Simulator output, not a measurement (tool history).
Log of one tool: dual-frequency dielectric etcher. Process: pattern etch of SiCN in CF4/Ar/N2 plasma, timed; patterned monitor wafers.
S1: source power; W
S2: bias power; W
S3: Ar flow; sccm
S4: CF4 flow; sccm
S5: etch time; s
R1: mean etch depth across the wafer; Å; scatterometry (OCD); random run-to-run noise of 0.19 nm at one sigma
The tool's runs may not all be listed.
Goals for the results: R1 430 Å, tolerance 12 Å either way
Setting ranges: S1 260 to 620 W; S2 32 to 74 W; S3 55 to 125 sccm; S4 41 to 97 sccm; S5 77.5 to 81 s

run 1 hour=0 | S1=440 S2=53 S3=90 S4=69 S5=77.5 | R1=596.36
run 2 hour=5.2 | S1=440 S2=56 S3=90 S4=69 S5=77.5 | R1=605.26
run 3 hour=7.7 | S1=410 S2=55 S3=90 S4=69 S5=77.5 | R1=560.87
run 4 hour=16.2 | S1=410 S2=55 S3=103 S4=69 S5=77.5 | R1=552.92
run 5 hour=20.8 | S1=410 S2=55 S3=103 S4=69 S5=81 | R1=571.96
run 6 hour=23.9 | S1=390 S2=55 S3=103 S4=69 S5=81 | R1=551.67
run 7 hour=24.8 | S1=370 S2=55 S3=103 S4=69 S5=81 | R1=532.13
run 8 hour=27.5 | S1=350 S2=55 S3=103 S4=69 S5=81 | R1=502.97
run 9 hour=30.2 | S1=340 S2=55 S3=103 S4=69 S5=81 | R1=491.59
run 10 hour=37.5 | S1=330 S2=55 S3=103 S4=69 S5=81 | R1=476.26
run 11 hour=38.4 | S1=280 S2=54 S3=104 S4=69 S5=81 | R1=411.17

Which single option among these 4 for the next run brings every result within its allowed miss of target? Just one does.
run A hour=39.3 | S1=290 S2=39 S3=104 S4=80 S5=77.5 | R1=?
run B hour=39.3 | S1=280 S2=52 S3=119 S4=74 S5=81 | R1=?
run C hour=39.3 | S1=310 S2=49 S3=104 S4=71 S5=80 | R1=?
run D hour=39.3 | S1=300 S2=51 S3=123 S4=65 S5=77.5 | R1=?

move=A R1=380.9
move=B R1=401.17
move=C R1=433.15
move=D R1=394.8
A: the biggest miss grows against the last run
B: the biggest miss grows against the last run
C: each result inside its tolerance
D: the biggest miss grows against the last run
Answer: C
